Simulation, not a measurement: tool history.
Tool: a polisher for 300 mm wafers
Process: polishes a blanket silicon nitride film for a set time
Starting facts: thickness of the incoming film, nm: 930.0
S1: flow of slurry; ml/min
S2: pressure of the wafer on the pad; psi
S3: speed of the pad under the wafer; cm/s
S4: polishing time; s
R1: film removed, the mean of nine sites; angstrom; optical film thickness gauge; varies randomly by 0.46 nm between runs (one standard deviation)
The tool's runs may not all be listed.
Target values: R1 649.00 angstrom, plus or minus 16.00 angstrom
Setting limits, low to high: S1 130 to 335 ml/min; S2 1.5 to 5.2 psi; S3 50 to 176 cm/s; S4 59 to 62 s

run  hour   S1   S2   S3  S4       R1
  1   0.0  215  3.3  112  59  1099.30
  2   3.5  215  3.3  112  59  1106.10
  3   8.0  210  2.7  112  59   904.02
  4  16.7  210  2.7  112  62   949.19
  5  24.8  200  2.3  112  62   816.20
  6  29.2  200  2.3  112  59   777.08
  7  30.8  190  2.1  112  59   700.90
  8  33.2  175  2.1  112  59   692.80
  9  38.5  165  2.1  112  59   684.65

Exercise: of the 4 proposed moves below, exactly one satisfies all targets within the stated allowed misses. Which move is it?
  A  43.8  175  1.9  130  59   ?
  B  43.8  175  1.9  106  59   ?
  C  43.8  160  2.1   98  62   ?
  D  43.8  175  2.1  108  62   ?

move      R1
   A  713.65
   B  612.92
   C  657.34
   D  716.58
A: the biggest miss grows against the last run
B: pushes the last run's worst result past its target
C: all results land within tolerance of their targets
D: the biggest miss grows against the last run
The move that meets every target is C.
